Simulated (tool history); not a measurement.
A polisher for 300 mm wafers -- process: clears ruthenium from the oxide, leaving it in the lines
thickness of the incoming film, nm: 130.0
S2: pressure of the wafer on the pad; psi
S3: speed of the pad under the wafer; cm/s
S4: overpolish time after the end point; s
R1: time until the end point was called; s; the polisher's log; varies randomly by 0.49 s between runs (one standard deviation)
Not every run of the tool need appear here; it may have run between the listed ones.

Run 1, hour 0: flow of slurry (ml/min) 265, S2 2.6 psi, S3 108 cm/s, S4 6 s. Result: R1 77.384 s.
Run 2, hour 1: flow of slurry (ml/min) 325, S2 2.6 psi, S3 108 cm/s, S4 6 s. Result: R1 74.265 s.
Run 3, hour 6.8: flow of slurry (ml/min) 330, S2 2.8 psi, S3 108 cm/s, S4 6 s. Result: R1 68.742 s.
Run 4, hour 8.3: flow of slurry (ml/min) 335, S2 2.9 psi, S3 108 cm/s, S4 6 s. Result: R1 65.796 s.
Run 5, hour 12.7: flow of slurry (ml/min) 385, S2 2.9 psi, S3 108 cm/s, S4 6 s. Result: R1 66.041 s.
Run 6, hour 13.4: flow of slurry (ml/min) 355, S2 2.9 psi, S3 108 cm/s, S4 6 s. Result: R1 65.381 s.

Run 7 is up next; what results do you expect?
Run 7, hour 14.1: flow of slurry (ml/min) 355, S2 3 psi, S3 108 cm/s, S4 6 s. Result: R1 ?.

Run 7 yielded R1 64.517 s.
